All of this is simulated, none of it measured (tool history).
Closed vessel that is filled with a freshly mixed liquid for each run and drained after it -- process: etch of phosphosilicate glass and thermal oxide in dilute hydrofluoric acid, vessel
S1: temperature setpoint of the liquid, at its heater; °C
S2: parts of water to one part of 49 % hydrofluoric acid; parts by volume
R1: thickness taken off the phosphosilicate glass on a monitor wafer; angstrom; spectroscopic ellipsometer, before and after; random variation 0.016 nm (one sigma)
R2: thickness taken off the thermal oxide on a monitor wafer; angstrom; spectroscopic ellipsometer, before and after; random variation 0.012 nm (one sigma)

run 1 hour=0 | S1=25 S2=260 time_in_the_liquid_(s)=60 | R1=107.25 R2=10.154
run 2 hour=3.4 | S1=22.5 S2=290 time_in_the_liquid_(s)=60 | R1=85.049 R2=7.374
run 3 hour=10.1 | S1=21.5 S2=315 time_in_the_liquid_(s)=60 | R1=73.956 R2=6.8614
run 4 hour=16.7 | S1=21.5 S2=265 time_in_the_liquid_(s)=60 | R1=92.491 R2=8.0602
run 5 hour=22.6 | S1=20 S2=295 time_in_the_liquid_(s)=60 | R1=76.108 R2=6.9243
run 6 hour=28.9 | S1=20 S2=295 time_in_the_liquid_(s)=85 | R1=107.99 R2=9.1411
run 7 hour=30 | S1=20 S2=295 time_in_the_liquid_(s)=85 | R1=108.75 R2=9.0514
run 8 hour=37.5 | S1=19 S2=340 time_in_the_liquid_(s)=85 | R1=87.064 R2=8.0102
run 9 hour=39.5 | S1=18.5 S2=375 time_in_the_liquid_(s)=85 | R1=75.129 R2=6.4798
run 10 hour=47.1 | S1=18 S2=405 time_in_the_liquid_(s)=85 | R1=66.421 R2=5.7292
run 11 hour=52.3 | S1=17 S2=470 time_in_the_liquid_(s)=85 | R1=52.861 R2=4.7456
run 12 hour=57.1 | S1=17 S2=470 time_in_the_liquid_(s)=80 | R1=49.761 R2=4.5035

What will run 13 give?
run 13 hour=63.3 | S1=17 S2=470 time_in_the_liquid_(s)=80 | R1=? R2=?

{"run 13": {"R1": 49.864, "R2": 4.4044}}

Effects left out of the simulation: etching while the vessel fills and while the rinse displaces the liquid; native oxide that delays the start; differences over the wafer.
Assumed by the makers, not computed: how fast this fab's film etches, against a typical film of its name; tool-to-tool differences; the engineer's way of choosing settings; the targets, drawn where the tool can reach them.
